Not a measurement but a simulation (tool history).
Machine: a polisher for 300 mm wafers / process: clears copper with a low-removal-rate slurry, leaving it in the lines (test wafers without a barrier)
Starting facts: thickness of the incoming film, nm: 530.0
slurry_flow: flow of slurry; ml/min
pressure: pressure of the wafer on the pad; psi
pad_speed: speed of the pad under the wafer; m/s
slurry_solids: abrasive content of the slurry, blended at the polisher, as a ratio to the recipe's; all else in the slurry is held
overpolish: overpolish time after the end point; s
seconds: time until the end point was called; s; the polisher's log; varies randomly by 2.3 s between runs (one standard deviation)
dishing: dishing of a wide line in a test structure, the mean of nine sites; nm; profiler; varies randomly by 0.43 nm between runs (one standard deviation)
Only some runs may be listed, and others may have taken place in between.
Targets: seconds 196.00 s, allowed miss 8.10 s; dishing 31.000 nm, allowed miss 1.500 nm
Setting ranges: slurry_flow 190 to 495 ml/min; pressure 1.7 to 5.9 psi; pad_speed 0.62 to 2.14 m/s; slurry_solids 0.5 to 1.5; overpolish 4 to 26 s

run,hour,slurry_flow,pressure,pad_speed,slurry_solids,overpolish,seconds,dishing
1,0.0,320,3.8,1.38,1.0,13,123.82,30.332
2,2.8,320,3.8,1.22,1.0,13,137.15,27.577
3,4.2,315,3.4,1.22,1.0,15,154.45,28.576
4,7.3,265,3.4,1.22,1.0,15,152.67,28.143
5,9.0,265,3.2,1.22,1.0,16,162.88,28.060
6,17.1,315,3.2,1.22,1.0,16,159.90,28.593
7,24.3,315,3.0,1.22,1.0,17,172.29,28.819
8,27.3,315,2.9,1.22,1.0,18,174.96,29.157
9,31.4,315,2.8,1.22,1.0,19,186.22,29.480

Which single option among these 4 for the next run brings every result within its allowed miss of target? Just one does.
A,35.5,310,2.9,1.20,1.0,19,?,?
B,35.5,345,2.0,1.54,1.1,23,?,?
C,35.5,320,3.3,1.06,1.0,25,?,?
D,35.5,475,2.8,1.30,0.6,25,?,?

move,seconds,dishing
A,179.34,29.477
B,194.27,30.849
C,178.02,35.179
D,190.85,33.484
A: lands further from the targets than the last run did
B: all results in spec
C: lands further from the targets than the last run did
D: brings the last run's worst result on target, with another outside its allowed miss
Go with B: it meets all targets.
